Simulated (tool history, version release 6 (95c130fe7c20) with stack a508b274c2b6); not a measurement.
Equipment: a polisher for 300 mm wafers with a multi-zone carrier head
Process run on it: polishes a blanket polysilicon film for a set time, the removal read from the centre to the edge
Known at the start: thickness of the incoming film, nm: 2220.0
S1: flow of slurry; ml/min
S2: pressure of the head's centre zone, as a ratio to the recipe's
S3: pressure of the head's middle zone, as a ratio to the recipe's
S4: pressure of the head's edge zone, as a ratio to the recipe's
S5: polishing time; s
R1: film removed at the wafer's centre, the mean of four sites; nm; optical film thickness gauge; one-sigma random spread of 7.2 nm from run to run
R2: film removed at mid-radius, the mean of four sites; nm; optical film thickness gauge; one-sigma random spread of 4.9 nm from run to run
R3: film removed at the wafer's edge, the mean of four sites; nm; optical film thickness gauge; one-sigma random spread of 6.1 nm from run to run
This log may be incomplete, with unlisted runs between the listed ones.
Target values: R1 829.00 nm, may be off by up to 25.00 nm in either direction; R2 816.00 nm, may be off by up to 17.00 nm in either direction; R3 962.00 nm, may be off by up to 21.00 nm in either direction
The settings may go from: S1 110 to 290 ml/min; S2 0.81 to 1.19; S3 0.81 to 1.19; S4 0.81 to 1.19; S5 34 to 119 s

run,hour,S1,S2,S3,S4,S5,R1,R2,R3
1,0.0,185,1.00,1.00,1.00,76,629.70,641.00,643.96
2,7.0,185,1.00,0.95,1.00,76,628.75,619.38,646.04
3,7.6,185,1.07,0.95,1.00,76,645.56,619.23,642.11
4,14.9,185,1.07,0.92,1.00,76,662.94,603.24,636.76
5,21.1,185,1.07,0.92,1.00,66,567.57,521.63,556.81
6,27.7,190,1.04,0.92,1.04,72,612.26,578.30,612.98
7,33.1,175,1.01,0.90,1.06,79,658.60,609.88,677.33
8,36.8,170,0.98,0.90,1.08,84,679.83,643.40,722.64
9,43.8,175,0.96,0.90,1.10,88,696.24,676.55,763.91
10,47.3,175,0.95,0.90,1.12,91,707.80,704.35,807.16
11,55.8,185,0.96,0.90,1.13,93,739.15,727.50,829.44
12,62.1,190,0.96,0.90,1.14,95,757.48,730.67,851.14
13,63.9,190,0.96,0.91,1.15,97,777.28,765.56,884.45
14,70.1,195,0.96,0.91,1.16,98,791.42,772.85,884.73
15,76.9,195,0.95,0.91,1.17,99,803.02,783.37,904.54
16,84.7,195,0.94,0.91,1.17,100,810.93,791.11,905.10
17,89.6,190,0.94,0.91,1.17,101,810.75,795.66,922.80
18,94.1,190,0.94,0.91,1.17,102,818.43,808.94,922.75
19,98.9,190,0.94,0.91,1.17,102,807.94,800.41,930.04

Consider the 4 candidate settings below. Which is the only one whose results all fall within their allowed miss of target?
A,103.7,165,0.81,0.85,1.17,109,?,?,?
B,103.7,155,0.96,0.86,1.19,107,?,?,?
C,103.7,210,0.93,0.90,1.19,103,?,?,?
D,103.7,175,0.93,0.92,1.14,101,?,?,?

move,R1,R2,R3
A,776.14,796.19,992.05
B,838.40,779.20,974.18
C,836.48,817.36,972.16
D,794.82,793.00,912.93
A: pushes the last run's worst result past its target
B: gets the furthest-off result to its target, but another result is out of tolerance
C: all results in spec
D: the biggest miss grows against the last run
Correct choice: C, which meets every target

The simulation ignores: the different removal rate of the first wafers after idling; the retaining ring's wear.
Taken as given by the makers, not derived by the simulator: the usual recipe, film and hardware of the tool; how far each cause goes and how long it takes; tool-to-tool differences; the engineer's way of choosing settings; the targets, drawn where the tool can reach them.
